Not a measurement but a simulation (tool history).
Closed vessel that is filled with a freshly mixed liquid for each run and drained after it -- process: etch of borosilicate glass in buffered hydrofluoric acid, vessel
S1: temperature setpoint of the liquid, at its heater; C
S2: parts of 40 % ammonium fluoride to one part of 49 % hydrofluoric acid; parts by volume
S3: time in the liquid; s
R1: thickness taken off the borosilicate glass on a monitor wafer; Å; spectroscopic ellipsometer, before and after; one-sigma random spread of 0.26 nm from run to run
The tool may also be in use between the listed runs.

run 1 hour=0.0 | S1=24.0 S2=12.0 S3=30 | R1=312.04
run 2 hour=2.4 | S1=24.0 S2=10.0 S3=30 | R1=371.83
run 3 hour=3.4 | S1=24.0 S2=10.0 S3=30 | R1=371.40
run 4 hour=6.5 | S1=20.5 S2=10.0 S3=30 | R1=308.37
run 5 hour=11.2 | S1=20.5 S2=11.5 S3=30 | R1=267.51
run 6 hour=16.6 | S1=20.5 S2=11.5 S3=30 | R1=266.98
run 7 hour=23.5 | S1=20.5 S2=11.5 S3=30 | R1=267.62
run 8 hour=24.8 | S1=23.0 S2=10.5 S3=30 | R1=335.00
run 9 hour=27.5 | S1=27.0 S2=6.5 S3=30 | R1=656.90

Run 10 has not been measured yet. What should we expect?
run 10 hour=35.6 | S1=27.5 S2=6.5 S3=30 | R1=?

Run 10 gave R1 675.60 Å.
